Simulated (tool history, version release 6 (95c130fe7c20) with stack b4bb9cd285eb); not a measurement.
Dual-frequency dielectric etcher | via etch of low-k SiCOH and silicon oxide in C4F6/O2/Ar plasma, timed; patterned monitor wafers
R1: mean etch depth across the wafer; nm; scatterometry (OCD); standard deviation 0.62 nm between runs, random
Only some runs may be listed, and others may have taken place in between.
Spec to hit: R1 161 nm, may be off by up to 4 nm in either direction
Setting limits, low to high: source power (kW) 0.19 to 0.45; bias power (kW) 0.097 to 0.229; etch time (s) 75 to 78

run 1 hour=0 | source_power_(kW)=0.32 bias_power_(kW)=0.163 etch_time_(s)=75 | R1=184.31
run 2 hour=5.9 | source_power_(kW)=0.32 bias_power_(kW)=0.163 etch_time_(s)=75 | R1=184.36
run 3 hour=13.9 | source_power_(kW)=0.29 bias_power_(kW)=0.163 etch_time_(s)=75 | R1=179.46
run 4 hour=21.4 | source_power_(kW)=0.29 bias_power_(kW)=0.147 etch_time_(s)=75 | R1=174.6
run 5 hour=22.2 | source_power_(kW)=0.28 bias_power_(kW)=0.144 etch_time_(s)=75 | R1=172.65
run 6 hour=29.1 | source_power_(kW)=0.28 bias_power_(kW)=0.144 etch_time_(s)=78 | R1=180.43
run 7 hour=29.9 | source_power_(kW)=0.27 bias_power_(kW)=0.139 etch_time_(s)=77.5 | R1=173.66
run 8 hour=33.1 | source_power_(kW)=0.26 bias_power_(kW)=0.137 etch_time_(s)=77.5 | R1=171.55
run 9 hour=35 | source_power_(kW)=0.25 bias_power_(kW)=0.135 etch_time_(s)=77.5 | R1=168.96
run 10 hour=36.1 | source_power_(kW)=0.24 bias_power_(kW)=0.134 etch_time_(s)=77.5 | R1=166.23
run 11 hour=44.8 | source_power_(kW)=0.24 bias_power_(kW)=0.133 etch_time_(s)=77.5 | R1=167.03

Which single option among these 5 for the next run brings every result within its allowed miss of target? Just one does.
run A hour=53.5 | source_power_(kW)=0.28 bias_power_(kW)=0.113 etch_time_(s)=78 | R1=?
run B hour=53.5 | source_power_(kW)=0.28 bias_power_(kW)=0.125 etch_time_(s)=76.5 | R1=?
run C hour=53.5 | source_power_(kW)=0.27 bias_power_(kW)=0.13 etch_time_(s)=78 | R1=?
run D hour=53.5 | source_power_(kW)=0.23 bias_power_(kW)=0.115 etch_time_(s)=78 | R1=?
run E hour=53.5 | source_power_(kW)=0.28 bias_power_(kW)=0.143 etch_time_(s)=77 | R1=?

move=A R1=170.25
move=B R1=170.24
move=C R1=172.96
move=D R1=160.75
move=E R1=176.11
A: the biggest miss grows against the last run
B: the biggest miss grows against the last run
C: the biggest miss grows against the last run
D: meets every target
E: the biggest miss grows against the last run
Go with D: it meets all targets.
